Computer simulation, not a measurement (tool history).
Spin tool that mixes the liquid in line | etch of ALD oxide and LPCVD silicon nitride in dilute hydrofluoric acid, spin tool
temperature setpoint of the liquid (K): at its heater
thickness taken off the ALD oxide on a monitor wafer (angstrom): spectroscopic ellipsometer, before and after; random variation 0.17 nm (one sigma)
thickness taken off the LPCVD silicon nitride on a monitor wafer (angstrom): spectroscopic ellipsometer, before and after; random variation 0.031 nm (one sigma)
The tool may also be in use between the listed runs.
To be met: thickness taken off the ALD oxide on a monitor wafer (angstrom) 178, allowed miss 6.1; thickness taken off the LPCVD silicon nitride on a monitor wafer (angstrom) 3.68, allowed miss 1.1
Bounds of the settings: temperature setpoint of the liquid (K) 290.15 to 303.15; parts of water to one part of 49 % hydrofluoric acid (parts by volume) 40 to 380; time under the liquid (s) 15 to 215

run    day  temperature setpoint of the liquid (K)  parts of water to one part of 49 % hydrofluoric acid (parts by volume)  time under the liquid (s)  thickness taken off the ALD oxide on a monitor wafer (angstrom)  thickness taken off the LPCVD silicon nitride on a monitor wafer (angstrom)
  1      0                                  295.15                                                                     210                        110                                                           105.16                                                                       2.1029
  2  0.246                                  297.15                                                                     210                        110                                                           115.22                                                                       2.5527
  3  0.312                                  297.65                                                                     200                        110                                                           125.88                                                                       2.4693
  4  0.504                                  298.15                                                                     200                        110                                                           127.14                                                                       2.1492
       0.7  -- hydrofluoric acid flow meter replaced
  5    0.7                                  297.65                                                                     195                        110                                                           140.46                                                                        2.837
  6  0.771                                  298.15                                                                     195                        110                                                           144.37                                                                        3.015
  7  0.825                                  298.65                                                                     195                        110                                                           150.53                                                                       3.3815
  8  0.862                                  299.65                                                                     190                        110                                                           156.05                                                                       3.7982
  9  1.088                                  299.65                                                                     185                        110                                                           161.27                                                                       3.4264

Which of these 5 next moves meets every target?
  A  1.312                                  294.65                                                                     190                        115                                                                ?                                                                            ?
  B  1.312                                  301.15                                                                     265                        145                                                                ?                                                                            ?
  C  1.312                                  300.15                                                                     210                        120                                                                ?                                                                            ?
  D  1.312                                  292.65                                                                     175                        130                                                                ?                                                                            ?
  E  1.312                                  301.15                                                                     130                         75                                                                ?                                                                            ?

move  thickness taken off the ALD oxide on a monitor wafer (angstrom)  thickness taken off the LPCVD silicon nitride on a monitor wafer (angstrom)
   A                                                           137.38                                                                       2.2909
   B                                                           144.94                                                                       3.1082
   C                                                           155.45                                                                       3.0628
   D                                                           158.41                                                                       2.4601
   E                                                           179.28                                                                       3.2981
A: further off than the last run
B: further off than the last run
C: further off than the last run
D: further off than the last run
E: meets every target
Move E is the one to make.

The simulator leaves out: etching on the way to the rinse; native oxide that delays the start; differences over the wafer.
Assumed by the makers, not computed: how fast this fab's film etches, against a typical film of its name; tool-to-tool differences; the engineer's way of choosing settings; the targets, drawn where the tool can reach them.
